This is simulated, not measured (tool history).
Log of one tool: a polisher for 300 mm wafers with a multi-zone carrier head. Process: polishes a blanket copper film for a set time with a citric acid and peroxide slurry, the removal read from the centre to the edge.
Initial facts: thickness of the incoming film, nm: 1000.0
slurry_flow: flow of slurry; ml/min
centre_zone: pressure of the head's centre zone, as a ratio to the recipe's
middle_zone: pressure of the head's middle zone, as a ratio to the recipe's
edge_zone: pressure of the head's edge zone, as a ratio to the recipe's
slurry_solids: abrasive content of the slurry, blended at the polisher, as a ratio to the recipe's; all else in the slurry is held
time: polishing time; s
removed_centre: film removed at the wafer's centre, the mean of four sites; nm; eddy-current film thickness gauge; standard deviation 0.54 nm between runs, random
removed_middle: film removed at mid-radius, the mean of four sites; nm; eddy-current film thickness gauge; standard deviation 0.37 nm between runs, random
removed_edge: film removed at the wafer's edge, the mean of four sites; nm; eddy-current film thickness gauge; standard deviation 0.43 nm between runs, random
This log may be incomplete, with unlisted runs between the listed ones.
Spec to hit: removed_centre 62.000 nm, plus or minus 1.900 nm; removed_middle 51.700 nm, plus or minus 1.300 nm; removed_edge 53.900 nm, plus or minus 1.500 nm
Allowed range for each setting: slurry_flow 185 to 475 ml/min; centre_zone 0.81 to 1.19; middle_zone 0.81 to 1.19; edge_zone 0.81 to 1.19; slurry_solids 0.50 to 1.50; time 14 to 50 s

run,hour,slurry_flow,centre_zone,middle_zone,edge_zone,slurry_solids,time,removed_centre,removed_middle,removed_edge
1,0.0,305,1.00,1.00,1.00,1.00,32,90.817,90.848,90.525
2,8.9,305,1.00,0.94,1.00,1.00,32,90.334,86.931,90.064
3,16.5,300,1.01,0.92,0.98,0.95,31,87.277,82.027,86.359
4,23.5,305,1.02,0.92,0.96,0.90,29,81.310,75.737,78.110
5,26.4,305,1.06,0.92,0.96,0.90,29,83.693,76.672,78.897
6,29.0,305,1.11,0.92,0.96,0.90,29,89.301,75.510,78.292
7,36.8,300,1.11,0.91,0.95,0.85,28,84.986,72.267,75.000
8,38.3,300,1.11,0.90,0.94,0.80,27,81.103,67.820,70.197
9,47.1,295,1.10,0.89,0.93,0.75,27,79.882,65.807,68.982
10,51.9,295,1.10,0.89,0.93,0.75,27,78.119,65.807,69.242
11,56.0,295,1.10,0.89,0.92,0.70,26,74.986,63.422,65.278
12,64.7,290,1.09,0.88,0.91,0.65,26,74.214,61.030,65.273
13,69.6,295,1.09,0.88,0.90,0.65,25,70.756,59.742,61.868
14,72.7,270,1.06,0.81,0.81,0.50,23,60.811,49.318,52.150

Below are 4 possible settings for the next run. Only one of them brings all results inside the allowed miss of their targets. Which is it?
A,75.8,195,1.06,0.81,0.82,0.60,23,?,?,?
B,75.8,185,1.11,0.82,0.83,0.50,24,?,?,?
C,75.8,245,1.06,0.85,0.85,0.50,24,?,?,?
D,75.8,240,1.09,0.81,0.93,0.55,24,?,?,?

move,removed_centre,removed_middle,removed_edge
A,58.967,47.628,51.399
B,61.916,48.196,51.989
C,62.231,51.758,54.332
D,64.753,50.635,57.370
A: moves away from the targets compared with the last run
B: moves away from the targets compared with the last run
C: every result lands within tolerance
D: corrects the largest miss of the last run, while another result sits out of spec
So the answer is move C, the one that meets all the targets.

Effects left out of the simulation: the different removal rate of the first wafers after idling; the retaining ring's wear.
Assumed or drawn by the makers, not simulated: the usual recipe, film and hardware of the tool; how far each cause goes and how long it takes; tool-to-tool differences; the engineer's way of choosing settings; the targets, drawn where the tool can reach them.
